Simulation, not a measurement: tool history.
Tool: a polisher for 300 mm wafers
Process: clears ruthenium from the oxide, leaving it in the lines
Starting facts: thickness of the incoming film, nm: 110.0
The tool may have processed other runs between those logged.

| run | hour | flow of slurry (ml/min) | pressure of the wafer on the pad (psi) | speed of the pad under the wafer (cm/s) | overpolish time after the end point (s) | time until the end point was called (s) |
|---|---|---|---|---|---|---|
| 1 | 0.0 | 180 | 1.5 | 82 | 11 | 127.690 |
| 2 | 3.7 | 180 | 1.6 | 82 | 11 | 119.180 |
| 3 | 5.1 | 205 | 1.6 | 82 | 11 | 121.550 |
| 4 | 10.5 | 205 | 1.7 | 82 | 11 | 111.110 |
| 5 | 16.2 | 205 | 1.9 | 82 | 11 | 95.634 |
| 6 | 21.8 | 205 | 1.9 | 76 | 11 | 106.040 |

Run 7 has not been measured yet. What should we expect?
| 7 | 30.2 | 205 | 2.0 | 76 | 11 | ? |

Run 7 produced time until the end point was called (s) 100.830.
